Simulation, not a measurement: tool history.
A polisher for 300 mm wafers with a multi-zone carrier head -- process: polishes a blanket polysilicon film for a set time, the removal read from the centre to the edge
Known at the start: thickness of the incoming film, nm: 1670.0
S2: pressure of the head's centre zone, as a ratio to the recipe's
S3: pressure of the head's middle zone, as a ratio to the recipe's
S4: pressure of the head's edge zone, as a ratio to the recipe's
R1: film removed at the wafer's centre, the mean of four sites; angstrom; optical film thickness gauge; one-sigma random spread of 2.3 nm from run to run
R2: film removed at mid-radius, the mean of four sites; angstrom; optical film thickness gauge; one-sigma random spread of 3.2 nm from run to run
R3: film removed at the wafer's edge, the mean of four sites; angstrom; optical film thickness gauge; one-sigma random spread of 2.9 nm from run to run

{"run": 1, "hour": 0.0, "flow of slurry (ml/min)": 165, "S2": 1.0, "S3": 1.0, "S4": 1.0, "polishing time (s)": 48, "R1": 3427.5, "R2": 3394.3, "R3": 3437.3}
{"run": 2, "hour": 7.8, "flow of slurry (ml/min)": 165, "S2": 1.0, "S3": 1.0, "S4": 1.0, "polishing time (s)": 57, "R1": 3943.6, "R2": 4125.6, "R3": 4199.6}
{"run": 3, "hour": 9.1, "flow of slurry (ml/min)": 165, "S2": 1.0, "S3": 1.0, "S4": 1.07, "polishing time (s)": 57, "R1": 3991.9, "R2": 4142.2, "R3": 4279.6}
{"run": 4, "hour": 9.8, "flow of slurry (ml/min)": 165, "S2": 1.0, "S3": 0.94, "S4": 1.07, "polishing time (s)": 57, "R1": 4017.9, "R2": 3870.3, "R3": 4291.3}
{"run": 5, "hour": 17.4, "flow of slurry (ml/min)": 165, "S2": 1.0, "S3": 0.97, "S4": 1.07, "polishing time (s)": 57, "R1": 4024.2, "R2": 4030.9, "R3": 4241.6}
{"run": 6, "hour": 24.4, "flow of slurry (ml/min)": 150, "S2": 0.95, "S3": 0.95, "S4": 1.07, "polishing time (s)": 53, "R1": 3422.3, "R2": 3524.9, "R3": 3936.8}
{"run": 7, "hour": 32.8, "flow of slurry (ml/min)": 150, "S2": 0.92, "S3": 0.94, "S4": 1.05, "polishing time (s)": 50, "R1": 3077.7, "R2": 3390.4, "R3": 3636.2}
{"run": 8, "hour": 34.0, "flow of slurry (ml/min)": 140, "S2": 0.91, "S3": 0.91, "S4": 1.04, "polishing time (s)": 48, "R1": 2927.6, "R2": 3052.5, "R3": 3458.2}
{"run": 9, "hour": 42.6, "flow of slurry (ml/min)": 135, "S2": 0.89, "S3": 0.9, "S4": 1.02, "polishing time (s)": 47, "R1": 2729.7, "R2": 2962.6, "R3": 3380.9}
{"run": 10, "hour": 44.2, "flow of slurry (ml/min)": 130, "S2": 0.89, "S3": 0.89, "S4": 1.0, "polishing time (s)": 46, "R1": 2650.7, "R2": 2884.8, "R3": 3138.4}
{"run": 11, "hour": 49.8, "flow of slurry (ml/min)": 105, "S2": 0.86, "S3": 0.83, "S4": 1.05, "polishing time (s)": 45, "R1": 2386.1, "R2": 2473.2, "R3": 3088.1}
{"run": 12, "hour": 51.2, "flow of slurry (ml/min)": 110, "S2": 0.86, "S3": 0.84, "S4": 1.04, "polishing time (s)": 45, "R1": 2400.8, "R2": 2611.8, "R3": 3133.9}

Predict the results of run 13:
{"run": 13, "hour": 54.9, "flow of slurry (ml/min)": 110, "S2": 0.86, "S3": 0.84, "S4": 1.04, "polishing time (s)": 45, "R1": "?", "R2": "?", "R3": "?"}

For run 13 the tool returned R1 2427.8 angstrom, R2 2567.1 angstrom, R3 3110.0 angstrom.
